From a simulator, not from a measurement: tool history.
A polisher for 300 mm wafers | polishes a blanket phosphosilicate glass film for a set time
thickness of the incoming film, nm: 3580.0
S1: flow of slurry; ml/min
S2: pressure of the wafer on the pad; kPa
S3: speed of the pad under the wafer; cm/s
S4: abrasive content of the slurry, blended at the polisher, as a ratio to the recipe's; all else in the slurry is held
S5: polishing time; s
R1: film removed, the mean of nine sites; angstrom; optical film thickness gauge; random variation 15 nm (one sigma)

run,hour,S1,S2,S3,S4,S5,R1
1,0,205,27.6,88,1,96,7372
2,1.1,205,27.6,88,1,100,7507.9
3,9.4,205,32.4,92,1,100,8913
4,11.9,205,26.9,92,1,100,7770.4
5,15.1,210,32.4,100,1,100,9559.3
6,21.1,210,35.9,106,1,100,11050
7,23.6,210,37.9,110,1,100,11684
8,31.6,215,39.3,114,1,100,12435

Run 9 comes next. What will it give?
9,37,215,40.7,118,1,100,?

Run 9 gave R1 13329 angstrom.
